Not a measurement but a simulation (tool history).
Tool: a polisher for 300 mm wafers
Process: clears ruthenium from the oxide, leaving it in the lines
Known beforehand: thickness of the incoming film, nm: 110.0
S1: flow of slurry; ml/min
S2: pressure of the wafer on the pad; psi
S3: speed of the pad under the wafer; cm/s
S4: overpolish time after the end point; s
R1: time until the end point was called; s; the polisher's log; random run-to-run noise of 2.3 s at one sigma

run  hour   S1   S2   S3  S4       R1
  1   0.0  215  1.6   98   8  100.980
  2   4.6  215  1.6  112   8   91.765
  3   5.6  175  1.6  112   8   90.934
  4  11.3  175  1.6  122   8   85.566
  5  19.3  175  1.2  122   8  113.770
  6  27.7  175  1.1  122   8  122.080

Expected results for the next run?
  7  32.4  175  1.0  122   8   ?

{"run 7": {"R1": 133.31}}

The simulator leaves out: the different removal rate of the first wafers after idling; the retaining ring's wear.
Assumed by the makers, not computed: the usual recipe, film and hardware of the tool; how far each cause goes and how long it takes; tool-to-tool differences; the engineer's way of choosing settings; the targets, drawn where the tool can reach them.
